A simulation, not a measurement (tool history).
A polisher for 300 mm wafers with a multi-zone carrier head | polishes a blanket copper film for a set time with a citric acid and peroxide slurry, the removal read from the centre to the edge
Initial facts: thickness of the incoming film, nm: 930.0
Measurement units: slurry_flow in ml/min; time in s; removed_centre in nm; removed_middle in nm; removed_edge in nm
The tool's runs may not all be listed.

run    day  slurry_flow  centre_zone  middle_zone  edge_zone  slurry_solids  time  removed_centre  removed_middle  removed_edge
  1  0.000          180         1.00         1.00       1.00           1.00    77          105.64          100.15        100.75
  2  0.292          185         1.02         1.00       1.02           1.05    77          107.10          104.44        102.71
  3  0.650          190         1.04         0.98       1.03           1.10    78          112.80          104.15        106.66
  4  0.725          195         1.06         0.98       1.04           1.15    78          118.47          107.87        107.80
  5  1.075          195         1.06         0.98       1.04           1.00    78          112.87          102.22        102.03
  6  1.283          195         1.07         0.97       1.04           1.05    78          116.67          102.67        102.92
  7  1.396          195         1.08         0.96       1.05           1.10    78          119.30          104.02        110.48
  8  1.608          200         1.09         0.96       1.06           1.10    78          121.71          101.45        107.18
  9  1.962          200         1.10         0.96       1.07           1.15    78          122.60          104.90        108.91
 10  2.312          200         1.10         0.96       1.07           1.15    78          122.24          103.77        112.02
 11  2.654          205         1.11         0.97       1.07           1.15    78          124.15          104.76        109.87
 12  2.712          205         1.12         0.97       1.07           1.20    78          127.10          106.44        112.77
 13  3.083          210         1.13         0.97       1.07           1.20    78          124.44          107.61        111.19

The next listed run, before its measurement:
 14  3.258          210         1.14         0.97       1.07           1.20    78               ?               ?             ?

removed_centre: 127.02 nm
removed_middle: 109.39 nm
removed_edge: 114.16 nm
